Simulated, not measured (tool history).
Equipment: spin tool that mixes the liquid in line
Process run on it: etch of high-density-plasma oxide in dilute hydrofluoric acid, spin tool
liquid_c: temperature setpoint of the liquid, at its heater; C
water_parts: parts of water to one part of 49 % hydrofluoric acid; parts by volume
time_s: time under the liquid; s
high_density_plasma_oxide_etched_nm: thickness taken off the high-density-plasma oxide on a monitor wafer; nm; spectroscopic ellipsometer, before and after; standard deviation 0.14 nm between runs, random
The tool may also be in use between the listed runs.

run    day  liquid_c  water_parts  time_s  high_density_plasma_oxide_etched_nm
  1  0.000      24.0           85      80                               7.5710
  2  0.346      25.5           75      80                               9.2625
  3  0.717      25.5           75      60                               7.0606
  4  0.808      27.0           65      65                               9.3084
  5  0.850      28.0           55      65                              11.8220
  6  0.996      28.0           55      60                              10.7700

Run 7 has not been measured yet. What should we expect?
  7  1.279      28.5           50      60                                    ?

Run 7 yielded high_density_plasma_oxide_etched_nm 12.2580 nm.

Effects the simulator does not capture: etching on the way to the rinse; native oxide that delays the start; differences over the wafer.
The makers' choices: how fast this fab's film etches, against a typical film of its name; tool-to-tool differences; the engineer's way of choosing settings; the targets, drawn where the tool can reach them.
